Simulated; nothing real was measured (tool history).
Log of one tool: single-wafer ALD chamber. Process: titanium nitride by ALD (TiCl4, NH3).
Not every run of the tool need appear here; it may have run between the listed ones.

run,hour,heater temperature setpoint (°C),number of ALD cycles (cycles),NH3 pulse time (s),mean film thickness on the monitor wafer (Å)
1,0.0,395,74,1.59,15.895
2,6.0,386,74,1.59,15.481
3,11.8,386,74,1.91,15.705
4,14.9,386,74,1.49,15.489
5,18.8,386,74,1.27,15.489
6,27.1,384,73,1.26,15.138

Predict the results of run 7:
7,28.9,383,73,1.26,?

mean film thickness on the monitor wafer (Å): 15.094

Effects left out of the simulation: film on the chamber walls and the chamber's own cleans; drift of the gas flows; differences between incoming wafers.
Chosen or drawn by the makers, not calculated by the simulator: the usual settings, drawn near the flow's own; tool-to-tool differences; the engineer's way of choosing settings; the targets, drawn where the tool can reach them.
